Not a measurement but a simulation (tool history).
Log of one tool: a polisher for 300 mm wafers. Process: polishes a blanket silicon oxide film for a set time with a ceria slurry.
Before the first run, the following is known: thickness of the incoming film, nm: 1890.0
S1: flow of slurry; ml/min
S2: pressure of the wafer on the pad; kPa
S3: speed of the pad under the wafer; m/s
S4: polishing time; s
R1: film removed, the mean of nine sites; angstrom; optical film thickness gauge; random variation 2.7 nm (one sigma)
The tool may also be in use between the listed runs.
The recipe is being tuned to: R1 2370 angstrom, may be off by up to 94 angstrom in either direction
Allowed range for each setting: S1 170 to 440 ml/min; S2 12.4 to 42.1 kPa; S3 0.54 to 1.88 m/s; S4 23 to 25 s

| run | hour | S1 | S2 | S3 | S4 | R1 |
|---|---|---|---|---|---|---|
| 1 | 0 | 280 | 26.9 | 1.2 | 25 | 1308.9 |
| 2 | 3.7 | 280 | 26.9 | 1.02 | 25 | 1164.4 |
| 3 | 4.6 | 280 | 26.9 | 0.76 | 25 | 887.4 |
| 4 | 5.2 | 280 | 29.6 | 0.84 | 25 | 1071.7 |
| 5 | 11.8 | 280 | 29.6 | 0.68 | 25 | 890.53 |
| 6 | 13.4 | 280 | 29.6 | 0.68 | 23 | 826.29 |
| 7 | 19.5 | 280 | 31.7 | 0.8 | 23 | 1001.2 |
| 8 | 27.2 | 280 | 39.3 | 1.14 | 24 | 1755.2 |
| 9 | 31.3 | 280 | 40 | 1.18 | 24 | 1838.8 |
| 10 | 33.4 | 280 | 40 | 1.18 | 24 | 1846.2 |
| 11 | 40.8 | 280 | 40.7 | 1.22 | 24 | 1875.1 |
| 12 | 43.2 | 280 | 40.7 | 1.26 | 24 | 1981.3 |
| 13 | 47.8 | 280 | 40.7 | 1.3 | 24 | 2056.4 |
| 14 | 55 | 280 | 40.7 | 1.32 | 24 | 2054.6 |
| 15 | 62.9 | 280 | 40.7 | 1.34 | 24 | 2090.8 |
| 16 | 68.2 | 280 | 40.7 | 1.36 | 24 | 2074.3 |
| 17 | 68.9 | 280 | 40.7 | 1.38 | 24 | 2135 |
| 18 | 74.2 | 280 | 40.7 | 1.4 | 24 | 2157.6 |
| 19 | 83.1 | 280 | 40.7 | 1.4 | 24 | 2160.4 |
| 20 | 88.5 | 280 | 40.7 | 1.42 | 24 | 2209.9 |
| 21 | 94.1 | 280 | 41.4 | 1.44 | 24 | 2260.2 |

5 candidate next runs follow, results not yet known. Just one meets every target within its allowed miss. Identify it.
| A | 99.7 | 300 | 42.1 | 1.34 | 24 | ? |
| B | 99.7 | 280 | 39.3 | 1.66 | 23 | ? |
| C | 99.7 | 205 | 42.1 | 1.5 | 23 | ? |
| D | 99.7 | 170 | 42.1 | 1.32 | 25 | ? |
| E | 99.7 | 285 | 40 | 1.32 | 25 | ? |

| move | R1 |
|---|---|
| A | 2148.6 |
| B | 2316.4 |
| C | 2182.5 |
| D | 2062.4 |
| E | 2092.3 |
A: the biggest miss grows against the last run
B: all results in spec
C: the biggest miss grows against the last run
D: the biggest miss grows against the last run
E: the biggest miss grows against the last run
Correct choice: B, which meets every target
